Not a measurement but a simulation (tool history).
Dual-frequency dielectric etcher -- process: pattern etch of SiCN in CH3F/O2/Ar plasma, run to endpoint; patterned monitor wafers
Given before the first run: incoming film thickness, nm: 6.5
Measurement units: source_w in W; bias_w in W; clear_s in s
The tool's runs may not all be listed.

run,hour,source_w,bias_w,clear_s
1,0.0,430,99,13.831
2,4.0,380,88,15.238
3,8.7,340,83,16.237
4,11.9,320,81,16.972
5,19.8,310,80,17.258
6,26.1,390,80,15.890

Expected results for the next run?
7,31.7,360,78,?

{"run 7": {"clear_s": 16.584}}
